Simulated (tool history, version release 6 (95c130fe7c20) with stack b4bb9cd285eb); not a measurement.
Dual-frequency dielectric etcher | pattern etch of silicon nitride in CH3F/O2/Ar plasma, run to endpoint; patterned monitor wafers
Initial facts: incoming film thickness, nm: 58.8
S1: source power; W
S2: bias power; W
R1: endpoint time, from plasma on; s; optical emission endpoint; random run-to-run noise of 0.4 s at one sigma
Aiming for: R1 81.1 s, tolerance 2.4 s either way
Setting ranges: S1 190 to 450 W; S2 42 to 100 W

Run 1, hour 0: S1 320 W, S2 71 W. Result: R1 92.112 s.
Run 2, hour 2.9: S1 340 W, S2 73 W. Result: R1 89.982 s.
Run 3, hour 3.6: S1 310 W, S2 73 W. Result: R1 91.955 s.
Run 4, hour 11.2: S1 310 W, S2 63 W. Result: R1 96.158 s.
Run 5, hour 19.6: S1 330 W, S2 67 W. Result: R1 92.167 s.
Run 6, hour 25.1: S1 380 W, S2 67 W. Result: R1 87.379 s.
Run 7, hour 30.7: S1 390 W, S2 68 W. Result: R1 86.892 s.
Run 8, hour 38.3: S1 400 W, S2 69 W. Result: R1 84.226 s.
Run 9, hour 46.5: S1 410 W, S2 70 W. Result: R1 83.744 s.

Consider the 4 candidate settings below. Which is the only one whose results all fall within their allowed miss of target?
Run A, hour 54.7: S1 400 W, S2 67 W. Result: R1 ?.
Run B, hour 54.7: S1 450 W, S2 87 W. Result: R1 ?.
Run C, hour 54.7: S1 400 W, S2 86 W. Result: R1 ?.
Run D, hour 54.7: S1 450 W, S2 90 W. Result: R1 ?.

move      R1
   A  85.707
   B  76.254
   C   80.08
   D   75.52
A: misses by more than the last run did
B: the result that was furthest off in the last run now lies on the other side of its target
C: in spec on every target
D: the result that was furthest off in the last run now lies on the other side of its target
The move that meets every target is C.
